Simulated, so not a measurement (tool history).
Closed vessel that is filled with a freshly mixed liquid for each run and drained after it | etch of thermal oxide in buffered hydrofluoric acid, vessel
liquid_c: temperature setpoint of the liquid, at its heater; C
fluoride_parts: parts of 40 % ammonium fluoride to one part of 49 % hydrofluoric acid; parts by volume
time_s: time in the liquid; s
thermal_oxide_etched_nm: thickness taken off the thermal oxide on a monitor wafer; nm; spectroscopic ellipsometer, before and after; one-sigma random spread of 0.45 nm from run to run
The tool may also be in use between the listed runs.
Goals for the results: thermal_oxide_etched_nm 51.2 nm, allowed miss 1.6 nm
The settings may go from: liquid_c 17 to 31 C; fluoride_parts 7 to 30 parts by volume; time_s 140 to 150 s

Run 1, day 0: liquid_c 23 C, fluoride_parts 20 parts by volume, time_s 140 s. Result: thermal_oxide_etched_nm 69.779 nm.
Run 2, day 0.267: liquid_c 23 C, fluoride_parts 24.5 parts by volume, time_s 140 s. Result: thermal_oxide_etched_nm 60.671 nm.
Run 3, day 0.533: liquid_c 23 C, fluoride_parts 19.5 parts by volume, time_s 140 s. Result: thermal_oxide_etched_nm 71.906 nm.
Run 4, day 0.871: liquid_c 23 C, fluoride_parts 19.5 parts by volume, time_s 140 s. Result: thermal_oxide_etched_nm 71.411 nm.
Run 5, day 1.162: liquid_c 21.5 C, fluoride_parts 19.5 parts by volume, time_s 140 s. Result: thermal_oxide_etched_nm 65.53 nm.
Run 6, day 1.525: liquid_c 23.5 C, fluoride_parts 19.5 parts by volume, time_s 140 s. Result: thermal_oxide_etched_nm 74.363 nm.
Run 7, day 1.579: liquid_c 22 C, fluoride_parts 19.5 parts by volume, time_s 140 s. Result: thermal_oxide_etched_nm 68.762 nm.
Run 8, day 1.712: liquid_c 20.5 C, fluoride_parts 20 parts by volume, time_s 140 s. Result: thermal_oxide_etched_nm 60.676 nm.
Run 9, day 1.767: liquid_c 19.5 C, fluoride_parts 20 parts by volume, time_s 140 s. Result: thermal_oxide_etched_nm 58.146 nm.
Run 10, day 1.917: liquid_c 19 C, fluoride_parts 20 parts by volume, time_s 140 s. Result: thermal_oxide_etched_nm 56.349 nm.
Run 11, day 2.188: liquid_c 18.5 C, fluoride_parts 20 parts by volume, time_s 140 s. Result: thermal_oxide_etched_nm 54.381 nm.
Run 12, day 2.479: liquid_c 18 C, fluoride_parts 20 parts by volume, time_s 140 s. Result: thermal_oxide_etched_nm 53.524 nm.
Run 13, day 2.767: liquid_c 18 C, fluoride_parts 20 parts by volume, time_s 140 s. Result: thermal_oxide_etched_nm 52.82 nm.

Which one of the following 4 next-run settings gets every result inside its allowed miss? There is exactly one.
Run A, day 3.054: liquid_c 19.5 C, fluoride_parts 21 parts by volume, time_s 140 s. Result: thermal_oxide_etched_nm ?.
Run B, day 3.054: liquid_c 18.5 C, fluoride_parts 22 parts by volume, time_s 150 s. Result: thermal_oxide_etched_nm ?.
Run C, day 3.054: liquid_c 17.5 C, fluoride_parts 19.5 parts by volume, time_s 145 s. Result: thermal_oxide_etched_nm ?.
Run D, day 3.054: liquid_c 19 C, fluoride_parts 24 parts by volume, time_s 145 s. Result: thermal_oxide_etched_nm ?.

move  thermal_oxide_etched_nm
   A                   55.602
   B                   54.518
   C                   54.521
   D                   51.051
A: lands further from the targets than the last run did
B: lands further from the targets than the last run did
C: lands further from the targets than the last run did
D: all results land within tolerance of their targets
Go with D: it meets all targets.

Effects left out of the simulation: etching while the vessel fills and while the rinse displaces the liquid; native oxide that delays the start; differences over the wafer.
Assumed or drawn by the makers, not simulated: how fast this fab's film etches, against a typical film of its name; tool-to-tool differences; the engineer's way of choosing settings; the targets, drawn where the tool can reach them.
